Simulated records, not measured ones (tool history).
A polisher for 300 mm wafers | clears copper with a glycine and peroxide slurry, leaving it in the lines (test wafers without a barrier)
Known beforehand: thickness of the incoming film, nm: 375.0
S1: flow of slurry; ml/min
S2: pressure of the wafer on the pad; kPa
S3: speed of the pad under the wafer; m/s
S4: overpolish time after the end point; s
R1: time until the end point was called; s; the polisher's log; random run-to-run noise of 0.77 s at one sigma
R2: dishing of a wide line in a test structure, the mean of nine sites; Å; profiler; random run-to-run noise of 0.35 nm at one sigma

run  hour   S1    S2    S3  S4      R1      R2
  1   0.0  240  14.5  0.98  18  73.302  487.77
  2   5.1  240  13.1  0.98  18  78.534  464.14
  3  11.8  225  11.7  1.06  16  81.599  412.76
  4  16.3  210  11.0  1.14  14  82.423  384.21
  5  19.4  215  10.3  1.20  12  84.210  328.95
  6  23.1  215  10.3  0.98  12  94.066  311.70
  7  24.3  245  10.3  1.02  11  92.006  295.18

For run 8, what comes out?
  8  30.7  260  11.0  1.04  10   ?   ?

R1: 86.945 s
R2: 284.24 Å
